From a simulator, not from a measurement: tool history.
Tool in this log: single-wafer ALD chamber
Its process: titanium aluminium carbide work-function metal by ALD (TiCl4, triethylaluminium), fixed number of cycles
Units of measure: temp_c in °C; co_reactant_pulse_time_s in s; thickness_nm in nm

run,hour,temp_c,co_reactant_pulse_time_s,thickness_nm
1,0.0,280,10.97,2.1110
2,7.8,285,10.97,2.1744
3,8.5,285,13.40,2.1999
4,10.5,278,11.04,2.1200
5,17.2,273,9.27,1.9954
6,23.3,269,8.05,1.8485
7,28.6,267,7.89,1.8266
8,35.7,256,6.20,1.4373

Run 9 comes next. What will it give?
9,39.6,259,6.29,?

Logged for run 9: thickness_nm 1.4560 nm.
